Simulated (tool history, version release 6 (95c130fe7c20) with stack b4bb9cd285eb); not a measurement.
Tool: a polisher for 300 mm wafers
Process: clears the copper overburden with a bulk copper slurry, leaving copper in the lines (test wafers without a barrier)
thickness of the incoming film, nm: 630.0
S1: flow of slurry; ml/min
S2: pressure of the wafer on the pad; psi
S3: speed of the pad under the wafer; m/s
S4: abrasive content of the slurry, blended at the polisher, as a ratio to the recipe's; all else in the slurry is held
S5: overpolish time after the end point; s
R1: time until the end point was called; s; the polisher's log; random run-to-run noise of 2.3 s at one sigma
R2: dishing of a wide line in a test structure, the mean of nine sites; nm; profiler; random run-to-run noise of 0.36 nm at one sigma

Run 1, hour 0: S1 250 ml/min, S2 1.8 psi, S3 1.22 m/s, S4 1, S5 11 s. Result: R1 117.76 s, R2 41.397 nm.
Run 2, hour 1.7: S1 250 ml/min, S2 1.4 psi, S3 1.22 m/s, S4 1, S5 11 s. Result: R1 147.56 s, R2 35.02 nm.
Run 3, hour 6: S1 250 ml/min, S2 1.4 psi, S3 1.22 m/s, S4 1, S5 10 s. Result: R1 150.69 s, R2 31.644 nm.
Run 4, hour 11: S1 250 ml/min, S2 1.4 psi, S3 1.22 m/s, S4 1, S5 13 s. Result: R1 146.28 s, R2 39.764 nm.
Run 5, hour 15.4: S1 250 ml/min, S2 1.4 psi, S3 1.34 m/s, S4 1, S5 13 s. Result: R1 138.49 s, R2 41.173 nm.
Run 6, hour 23.8: S1 250 ml/min, S2 1.4 psi, S3 1.34 m/s, S4 1, S5 12 s. Result: R1 136.69 s, R2 39.252 nm.

For run 7, what comes out?
Run 7, hour 30.1: S1 250 ml/min, S2 1.4 psi, S3 1.34 m/s, S4 1, S5 11 s. Result: R1 ?, R2 ?.

{"run 7": {"R1": 139.7, "R2": 37.009}}
